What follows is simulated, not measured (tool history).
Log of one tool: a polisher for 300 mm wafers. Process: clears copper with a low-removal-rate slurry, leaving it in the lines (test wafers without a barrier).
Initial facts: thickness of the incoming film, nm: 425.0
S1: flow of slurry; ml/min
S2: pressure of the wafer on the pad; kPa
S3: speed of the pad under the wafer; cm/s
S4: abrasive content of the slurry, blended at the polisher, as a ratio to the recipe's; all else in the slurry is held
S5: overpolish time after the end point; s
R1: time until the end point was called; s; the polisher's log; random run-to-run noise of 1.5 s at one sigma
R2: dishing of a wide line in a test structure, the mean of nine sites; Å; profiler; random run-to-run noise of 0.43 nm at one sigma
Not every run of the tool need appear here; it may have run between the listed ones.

run,hour,S1,S2,S3,S4,S5,R1,R2
1,0,210,23.4,122,1,16,73.988,571.11
2,4.9,210,23.4,122,1.15,16,72.043,585.01
3,10.6,210,29,122,1.15,16,59.409,696.28
4,14.7,210,29,122,1.15,11,59.091,511.49
5,21.6,210,29,122,1.15,15,58.552,664.61
6,27.2,210,29,146,1.15,15,51.02,731.55

For run 7, what comes out?
7,28.3,210,24.8,144,1.15,15,?,?

Run 7 yielded R1 59.296 s, R2 646.76 Å.
